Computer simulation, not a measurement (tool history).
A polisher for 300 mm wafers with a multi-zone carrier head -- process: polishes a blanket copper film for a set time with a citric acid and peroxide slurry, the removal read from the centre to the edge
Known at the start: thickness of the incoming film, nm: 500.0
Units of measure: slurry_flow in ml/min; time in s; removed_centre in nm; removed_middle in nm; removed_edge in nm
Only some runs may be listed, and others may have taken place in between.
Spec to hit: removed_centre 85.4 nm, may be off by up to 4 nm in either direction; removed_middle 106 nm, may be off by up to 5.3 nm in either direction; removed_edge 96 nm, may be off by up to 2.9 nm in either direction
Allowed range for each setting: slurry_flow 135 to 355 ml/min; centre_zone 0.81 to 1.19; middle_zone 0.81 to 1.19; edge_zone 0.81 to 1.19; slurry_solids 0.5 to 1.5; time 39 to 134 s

{"run": 1, "hour": 0.0, "slurry_flow": 225, "centre_zone": 1, "middle_zone": 1, "edge_zone": 1, "slurry_solids": 1, "time": 86, "removed_centre": 181.72, "removed_middle": 183.61, "removed_edge": 180.19}
{"run": 2, "hour": 6.1, "slurry_flow": 225, "centre_zone": 1, "middle_zone": 0.96, "edge_zone": 1, "slurry_solids": 1, "time": 86, "removed_centre": 186.01, "removed_middle": 176.23, "removed_edge": 176.9}
{"run": 3, "hour": 11.4, "slurry_flow": 225, "centre_zone": 1, "middle_zone": 0.96, "edge_zone": 1, "slurry_solids": 1, "time": 66, "removed_centre": 137.82, "removed_middle": 138.02, "removed_edge": 135.66}
{"run": 4, "hour": 13.9, "slurry_flow": 225, "centre_zone": 0.98, "middle_zone": 0.96, "edge_zone": 0.99, "slurry_solids": 0.95, "time": 65, "removed_centre": 134.74, "removed_middle": 133.26, "removed_edge": 130.26}
{"run": 5, "hour": 19.2, "slurry_flow": 220, "centre_zone": 0.96, "middle_zone": 0.97, "edge_zone": 0.99, "slurry_solids": 0.9, "time": 63, "removed_centre": 126.77, "removed_middle": 123.36, "removed_edge": 126.03}
{"run": 6, "hour": 21.1, "slurry_flow": 220, "centre_zone": 1, "middle_zone": 0.97, "edge_zone": 0.99, "slurry_solids": 0.9, "time": 63, "removed_centre": 128.74, "removed_middle": 127.99, "removed_edge": 124.97}
{"run": 7, "hour": 24.5, "slurry_flow": 220, "centre_zone": 0.99, "middle_zone": 0.99, "edge_zone": 0.99, "slurry_solids": 0.85, "time": 62, "removed_centre": 127.03, "removed_middle": 127.58, "removed_edge": 120.61}
{"run": 8, "hour": 31.2, "slurry_flow": 215, "centre_zone": 0.97, "middle_zone": 1.01, "edge_zone": 1, "slurry_solids": 0.8, "time": 61, "removed_centre": 117.7, "removed_middle": 125.79, "removed_edge": 118.98}
{"run": 9, "hour": 39.0, "slurry_flow": 210, "centre_zone": 0.96, "middle_zone": 1.02, "edge_zone": 0.99, "slurry_solids": 0.75, "time": 60, "removed_centre": 111.87, "removed_middle": 121.74, "removed_edge": 113.22}
{"run": 10, "hour": 46.4, "slurry_flow": 205, "centre_zone": 0.95, "middle_zone": 1.02, "edge_zone": 0.98, "slurry_solids": 0.75, "time": 60, "removed_centre": 108.98, "removed_middle": 116.19, "removed_edge": 111.07}
{"run": 11, "hour": 55.0, "slurry_flow": 200, "centre_zone": 0.94, "middle_zone": 1.03, "edge_zone": 0.97, "slurry_solids": 0.75, "time": 60, "removed_centre": 108.1, "removed_middle": 120.3, "removed_edge": 111.83}
{"run": 12, "hour": 57.9, "slurry_flow": 195, "centre_zone": 0.93, "middle_zone": 1.03, "edge_zone": 0.96, "slurry_solids": 0.75, "time": 60, "removed_centre": 108.26, "removed_middle": 121.07, "removed_edge": 110.74}
{"run": 13, "hour": 60.9, "slurry_flow": 190, "centre_zone": 0.92, "middle_zone": 1.03, "edge_zone": 0.96, "slurry_solids": 0.7, "time": 60, "removed_centre": 105.72, "removed_middle": 114.95, "removed_edge": 109.66}
{"run": 14, "hour": 64.9, "slurry_flow": 185, "centre_zone": 0.82, "middle_zone": 1.13, "edge_zone": 0.87, "slurry_solids": 0.5, "time": 54, "removed_centre": 75.739, "removed_middle": 104.36, "removed_edge": 84.398}
{"run": 15, "hour": 71.0, "slurry_flow": 190, "centre_zone": 0.82, "middle_zone": 1.12, "edge_zone": 0.88, "slurry_solids": 0.5, "time": 54, "removed_centre": 78.03, "removed_middle": 103.89, "removed_edge": 85.476}
{"run": 16, "hour": 79.5, "slurry_flow": 190, "centre_zone": 0.82, "middle_zone": 1.12, "edge_zone": 0.89, "slurry_solids": 0.5, "time": 54, "removed_centre": 75.767, "removed_middle": 104.21, "removed_edge": 85.735}
{"run": 17, "hour": 87.2, "slurry_flow": 190, "centre_zone": 0.83, "middle_zone": 1.11, "edge_zone": 0.9, "slurry_solids": 0.5, "time": 54, "removed_centre": 78.722, "removed_middle": 105.66, "removed_edge": 87.9}
{"run": 18, "hour": 91.6, "slurry_flow": 190, "centre_zone": 0.83, "middle_zone": 1.1, "edge_zone": 0.91, "slurry_solids": 0.5, "time": 54, "removed_centre": 78.199, "removed_middle": 101.88, "removed_edge": 88.404}
{"run": 19, "hour": 98.9, "slurry_flow": 195, "centre_zone": 0.83, "middle_zone": 1.1, "edge_zone": 0.92, "slurry_solids": 0.5, "time": 54, "removed_centre": 77.781, "removed_middle": 103.32, "removed_edge": 88.707}
{"run": 20, "hour": 104.6, "slurry_flow": 195, "centre_zone": 0.84, "middle_zone": 1.1, "edge_zone": 0.93, "slurry_solids": 0.5, "time": 54, "removed_centre": 79.892, "removed_middle": 102.84, "removed_edge": 88.995}
{"run": 21, "hour": 110.4, "slurry_flow": 195, "centre_zone": 0.84, "middle_zone": 1.1, "edge_zone": 0.94, "slurry_solids": 0.5, "time": 54, "removed_centre": 79.802, "removed_middle": 99.889, "removed_edge": 90.311}
{"run": 22, "hour": 116.9, "slurry_flow": 230, "centre_zone": 0.87, "middle_zone": 1.14, "edge_zone": 0.99, "slurry_solids": 0.6, "time": 55, "removed_centre": 91.386, "removed_middle": 115.89, "removed_edge": 100.19}
{"run": 23, "hour": 122.1, "slurry_flow": 225, "centre_zone": 0.87, "middle_zone": 1.13, "edge_zone": 0.99, "slurry_solids": 0.6, "time": 55, "removed_centre": 89.356, "removed_middle": 114.74, "removed_edge": 99.12}

Consider the 4 candidate settings below. Which is the only one whose results all fall within their allowed miss of target?
{"run": "A", "hour": 127.3, "slurry_flow": 245, "centre_zone": 0.89, "middle_zone": 1.19, "edge_zone": 0.88, "slurry_solids": 0.65, "time": 56, "removed_centre": "?", "removed_middle": "?", "removed_edge": "?"}
{"run": "B", "hour": 127.3, "slurry_flow": 225, "centre_zone": 0.9, "middle_zone": 1.19, "edge_zone": 0.95, "slurry_solids": 0.6, "time": 57, "removed_centre": "?", "removed_middle": "?", "removed_edge": "?"}
{"run": "C", "hour": 127.3, "slurry_flow": 250, "centre_zone": 0.89, "middle_zone": 1.11, "edge_zone": 1.06, "slurry_solids": 0.6, "time": 51, "removed_centre": "?", "removed_middle": "?", "removed_edge": "?"}
{"run": "D", "hour": 127.3, "slurry_flow": 195, "centre_zone": 0.88, "middle_zone": 1.19, "edge_zone": 0.98, "slurry_solids": 0.9, "time": 53, "removed_centre": "?", "removed_middle": "?", "removed_edge": "?"}

move=A removed_centre=96.354 removed_middle=127.2 removed_edge=98.521
move=B removed_centre=96.055 removed_middle=125.53 removed_edge=101.03
move=C removed_centre=86.276 removed_middle=107.26 removed_edge=96.438
move=D removed_centre=93.867 removed_middle=125.81 removed_edge=103.34
A: further off than the last run
B: further off than the last run
C: in spec on every target
D: further off than the last run
So the answer is move C, the one that meets all the targets.

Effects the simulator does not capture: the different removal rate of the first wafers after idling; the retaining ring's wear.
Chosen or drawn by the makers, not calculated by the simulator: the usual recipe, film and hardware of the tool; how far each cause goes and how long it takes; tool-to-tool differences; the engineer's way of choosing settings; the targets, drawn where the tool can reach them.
